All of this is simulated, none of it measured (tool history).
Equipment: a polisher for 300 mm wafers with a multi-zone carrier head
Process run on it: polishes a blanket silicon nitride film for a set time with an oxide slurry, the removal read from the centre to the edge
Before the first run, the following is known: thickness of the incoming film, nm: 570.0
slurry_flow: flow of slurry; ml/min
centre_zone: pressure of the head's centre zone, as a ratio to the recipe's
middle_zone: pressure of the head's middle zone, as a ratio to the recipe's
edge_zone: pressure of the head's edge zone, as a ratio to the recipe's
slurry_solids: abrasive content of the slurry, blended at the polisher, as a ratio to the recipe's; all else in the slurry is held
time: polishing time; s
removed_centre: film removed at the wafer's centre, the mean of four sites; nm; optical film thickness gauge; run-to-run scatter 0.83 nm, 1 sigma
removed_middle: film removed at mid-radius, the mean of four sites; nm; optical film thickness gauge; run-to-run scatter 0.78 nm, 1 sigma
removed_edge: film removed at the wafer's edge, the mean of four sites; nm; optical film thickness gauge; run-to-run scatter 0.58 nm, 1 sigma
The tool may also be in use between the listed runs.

run 1 day=0.000 | slurry_flow=145 centre_zone=1.00 middle_zone=1.00 edge_zone=1.00 slurry_solids=1.00 time=80 | removed_centre=47.286 removed_middle=46.764 removed_edge=46.925
run 2 day=0.204 | slurry_flow=145 centre_zone=1.00 middle_zone=1.06 edge_zone=1.00 slurry_solids=1.00 time=80 | removed_centre=45.898 removed_middle=50.048 removed_edge=46.874
run 3 day=0.296 | slurry_flow=155 centre_zone=1.00 middle_zone=1.06 edge_zone=1.05 slurry_solids=1.15 time=82 | removed_centre=51.638 removed_middle=55.125 removed_edge=52.670
run 4 day=0.458 | slurry_flow=155 centre_zone=1.00 middle_zone=1.06 edge_zone=1.05 slurry_solids=1.25 time=82 | removed_centre=52.140 removed_middle=57.771 removed_edge=55.390
run 5 day=0.821 | slurry_flow=160 centre_zone=1.01 middle_zone=1.06 edge_zone=1.08 slurry_solids=1.35 time=84 | removed_centre=56.848 removed_middle=59.203 removed_edge=58.987
run 6 day=1.067 | slurry_flow=160 centre_zone=1.01 middle_zone=1.02 edge_zone=1.08 slurry_solids=1.35 time=84 | removed_centre=57.292 removed_middle=57.156 removed_edge=59.499

Estimate the outcome of run 7 from the log above:
run 7 day=1.104 | slurry_flow=170 centre_zone=1.00 middle_zone=1.04 edge_zone=1.10 slurry_solids=1.40 time=86 | removed_centre=? removed_middle=? removed_edge=?

removed_centre: 58.993 nm
removed_middle: 62.146 nm
removed_edge: 61.717 nm
